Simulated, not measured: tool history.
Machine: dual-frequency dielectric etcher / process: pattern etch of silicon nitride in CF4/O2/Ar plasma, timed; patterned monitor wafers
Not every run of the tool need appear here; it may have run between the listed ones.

| run | hour | source power (W) | bias power (W) | Ar flow (sccm) | CF4 flow (sccm) | etch time (s) | mean etch depth across the wafer (Å) |
|---|---|---|---|---|---|---|---|
| 1 | 0 | 640 | 61 | 80 | 124 | 131 | 3289.3 |
| 2 | 5.4 | 640 | 61 | 80 | 124 | 137 | 3420.6 |
| 3 | 11.6 | 580 | 60 | 80 | 123 | 137 | 3179.9 |
| 4 | 20.6 | 540 | 58 | 81 | 122 | 136.5 | 2912.8 |
| 5 | 22.4 | 510 | 58 | 81 | 122 | 136.5 | 2780.4 |
| 6 | 31.3 | 490 | 58 | 81 | 122 | 136.5 | 2697.7 |
| 7 | 37.9 | 470 | 58 | 81 | 122 | 136.5 | 2583.7 |
| 8 | 41 | 460 | 58 | 81 | 122 | 136.5 | 2535.6 |
| 9 | 49.4 | 450 | 58 | 81 | 122 | 136.5 | 2505.1 |
| 10 | 55.6 | 440 | 58 | 81 | 122 | 136.5 | 2472.2 |

Estimate the outcome of run 11 from the log above:
| 11 | 61.8 | 430 | 58 | 81 | 122 | 136.5 | ? |

mean etch depth across the wafer (Å): 2429.4
